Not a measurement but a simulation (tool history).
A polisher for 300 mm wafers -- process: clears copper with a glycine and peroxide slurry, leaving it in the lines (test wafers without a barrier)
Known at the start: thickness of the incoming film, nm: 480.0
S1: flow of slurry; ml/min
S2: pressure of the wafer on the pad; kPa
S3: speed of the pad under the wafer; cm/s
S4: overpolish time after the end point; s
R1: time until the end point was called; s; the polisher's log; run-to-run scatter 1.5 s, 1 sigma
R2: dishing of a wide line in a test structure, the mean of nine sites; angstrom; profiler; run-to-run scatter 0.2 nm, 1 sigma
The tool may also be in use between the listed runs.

run,hour,S1,S2,S3,S4,R1,R2
1,0.0,195,17.2,96,10,105.45,316.86
2,2.0,195,15.2,96,9,115.33,273.88
3,8.5,195,11.7,96,9,132.71,248.97
4,11.6,195,11.7,116,9,117.17,258.39
5,12.9,195,14.5,116,9,103.17,299.29
6,21.6,155,14.5,116,9,106.08,290.71
7,28.1,175,13.1,110,8,114.69,242.26
8,35.8,175,11.7,106,7,124.37,204.64
9,42.6,175,11.0,102,6,133.00,170.16

Forecast run 10:
10,43.7,175,10.3,100,6,?,?

{"run 10": {"R1": 137.89, "R2": 164.58}}

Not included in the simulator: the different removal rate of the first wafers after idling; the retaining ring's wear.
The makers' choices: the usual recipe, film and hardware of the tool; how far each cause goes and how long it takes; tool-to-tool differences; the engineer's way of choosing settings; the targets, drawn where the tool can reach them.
